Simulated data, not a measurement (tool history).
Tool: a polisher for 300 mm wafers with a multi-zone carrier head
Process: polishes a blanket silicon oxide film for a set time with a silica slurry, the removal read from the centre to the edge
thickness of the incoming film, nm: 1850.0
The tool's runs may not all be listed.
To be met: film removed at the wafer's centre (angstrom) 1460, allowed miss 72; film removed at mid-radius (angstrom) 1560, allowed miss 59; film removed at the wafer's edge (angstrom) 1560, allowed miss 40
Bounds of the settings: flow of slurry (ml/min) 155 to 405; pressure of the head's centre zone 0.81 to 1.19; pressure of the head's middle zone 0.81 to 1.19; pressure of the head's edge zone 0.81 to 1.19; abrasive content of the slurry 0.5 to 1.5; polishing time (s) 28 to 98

| run | hour | flow of slurry (ml/min) | pressure of the head's centre zone | pressure of the head's middle zone | pressure of the head's edge zone | abrasive content of the slurry | polishing time (s) | film removed at the wafer's centre (angstrom) | film removed at mid-radius (angstrom) | film removed at the wafer's edge (angstrom) |
|---|---|---|---|---|---|---|---|---|---|---|
| 1 | 0 | 260 | 1 | 1 | 1 | 1 | 63 | 1301.2 | 1194.6 | 1253.6 |
| 2 | 4.9 | 260 | 1 | 1 | 0.97 | 1 | 63 | 1282.7 | 1202.6 | 1232.8 |
| 3 | 5.9 | 260 | 1 | 0.93 | 0.97 | 1 | 63 | 1316.8 | 1146.4 | 1231.1 |
| 4 | 14 | 265 | 1 | 0.97 | 0.99 | 1.05 | 63 | 1318 | 1181.3 | 1246 |
| 5 | 22.8 | 260 | 0.98 | 0.99 | 1 | 1.15 | 64 | 1352.2 | 1274 | 1321.9 |
| 6 | 24.2 | 260 | 0.98 | 1.01 | 1.02 | 1.2 | 64 | 1372.4 | 1294.8 | 1355.4 |
| 7 | 27.5 | 260 | 0.98 | 1.04 | 1.04 | 1.25 | 64 | 1403.4 | 1379.1 | 1392.5 |
| 8 | 30.5 | 260 | 0.98 | 1.05 | 1.06 | 1.3 | 64 | 1407.4 | 1390 | 1408.8 |

4 next moves are on the table. One of them brings every result within its allowed miss. Which?
| A | 33.5 | 300 | 0.9 | 1.05 | 1.02 | 1.5 | 67 | ? | ? | ? |
| B | 33.5 | 250 | 1.07 | 1.12 | 1.03 | 1.45 | 65 | ? | ? | ? |
| C | 33.5 | 315 | 1.11 | 1.01 | 1.02 | 1.4 | 64 | ? | ? | ? |
| D | 33.5 | 315 | 1.08 | 1.14 | 1.08 | 1.5 | 62 | ? | ? | ? |

| move | film removed at the wafer's centre (angstrom) | film removed at mid-radius (angstrom) | film removed at the wafer's edge (angstrom) |
|---|---|---|---|
| A | 1461.8 | 1577 | 1537.2 |
| B | 1631.2 | 1564.6 | 1455.5 |
| C | 1694.6 | 1431.4 | 1442.7 |
| D | 1634 | 1571.8 | 1455.3 |
A: meets every target
B: nearer than the last run, and not there yet
C: nearer than the last run, and not there yet
D: nearer than the last run, and not there yet
The right move is A.
